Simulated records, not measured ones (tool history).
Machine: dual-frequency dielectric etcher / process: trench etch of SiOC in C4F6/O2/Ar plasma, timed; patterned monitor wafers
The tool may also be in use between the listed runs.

| run | hour | source power (W) | bias power (W) | etch time (s) | mean etch depth across the wafer (nm) |
|---|---|---|---|---|---|
| 1 | 0 | 380 | 147 | 21 | 41.358 |
| 2 | 4.4 | 380 | 123 | 21 | 38.849 |
| 3 | 12.2 | 380 | 98 | 21 | 36.131 |
| 4 | 12.8 | 430 | 106 | 21 | 38.895 |
|  | 20.1 | bias power generator calibrated |
| 5 | 20.1 | 460 | 112 | 21 | 41.286 |
| 6 | 26.7 | 480 | 113 | 21 | 42.045 |

Run 7 has not been measured yet. What should we expect?
| 7 | 31.6 | 500 | 114 | 21 | ? |

mean etch depth across the wafer (nm): 42.798
